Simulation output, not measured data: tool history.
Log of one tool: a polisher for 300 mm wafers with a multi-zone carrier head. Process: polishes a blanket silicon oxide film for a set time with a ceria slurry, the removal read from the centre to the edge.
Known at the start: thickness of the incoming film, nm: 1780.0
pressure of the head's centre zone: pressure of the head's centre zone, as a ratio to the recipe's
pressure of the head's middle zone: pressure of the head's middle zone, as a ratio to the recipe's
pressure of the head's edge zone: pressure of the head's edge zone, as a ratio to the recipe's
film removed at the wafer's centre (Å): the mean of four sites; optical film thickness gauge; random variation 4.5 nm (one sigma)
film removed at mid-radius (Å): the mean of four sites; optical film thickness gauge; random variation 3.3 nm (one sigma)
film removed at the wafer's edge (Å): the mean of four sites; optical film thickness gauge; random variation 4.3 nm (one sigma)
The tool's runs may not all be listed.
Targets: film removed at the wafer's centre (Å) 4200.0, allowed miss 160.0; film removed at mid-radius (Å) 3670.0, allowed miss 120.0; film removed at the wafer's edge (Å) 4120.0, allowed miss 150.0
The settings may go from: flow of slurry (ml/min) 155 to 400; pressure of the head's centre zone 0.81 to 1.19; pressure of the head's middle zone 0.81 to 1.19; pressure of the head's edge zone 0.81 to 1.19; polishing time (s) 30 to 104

run,hour,flow of slurry (ml/min),pressure of the head's centre zone,pressure of the head's middle zone,pressure of the head's edge zone,polishing time (s),film removed at the wafer's centre (Å),film removed at mid-radius (Å),film removed at the wafer's edge (Å)
1,0.0,255,1.00,1.00,1.00,67,3300.5,3232.0,3291.9
2,7.6,255,1.00,0.92,1.00,67,3258.0,3017.0,3277.9
3,14.7,255,1.00,0.92,0.96,67,3268.9,3083.9,3256.7
4,16.9,255,1.01,0.92,0.97,69,3352.5,3115.4,3353.5
5,21.1,255,1.01,0.92,0.97,77,3754.6,3516.2,3750.8
6,28.0,290,1.01,0.92,0.97,77,3794.5,3518.8,3808.6
7,33.0,290,1.01,0.92,0.97,77,3790.2,3543.9,3717.5
8,39.2,285,1.02,0.92,0.98,78,3911.3,3602.8,3739.2
9,45.0,285,1.02,0.91,0.98,79,3966.1,3601.4,3823.8
10,46.0,285,1.02,0.90,0.99,80,4057.4,3614.6,3996.7

5 next moves are on the table. One of them brings every result within its allowed miss. Which?
A,47.0,295,1.02,0.91,0.97,79,?,?,?
B,47.0,325,1.06,0.94,0.91,78,?,?,?
C,47.0,315,1.06,0.83,0.98,78,?,?,?
D,47.0,285,1.03,0.89,1.04,82,?,?,?
E,47.0,330,1.04,0.95,0.95,77,?,?,?

move,film removed at the wafer's centre (Å),film removed at mid-radius (Å),film removed at the wafer's edge (Å)
A,3931.4,3580.7,3979.4
B,4075.3,3658.7,3881.3
C,4059.9,3309.6,3963.2
D,4105.4,3639.8,4209.3
E,3952.6,3647.3,3882.8
A: further off than the last run
B: brings the result that was furthest off to its target, and leaves another outside
C: brings the result that was furthest off to its target, and leaves another outside
D: meets every target
E: further off than the last run
Answer: D

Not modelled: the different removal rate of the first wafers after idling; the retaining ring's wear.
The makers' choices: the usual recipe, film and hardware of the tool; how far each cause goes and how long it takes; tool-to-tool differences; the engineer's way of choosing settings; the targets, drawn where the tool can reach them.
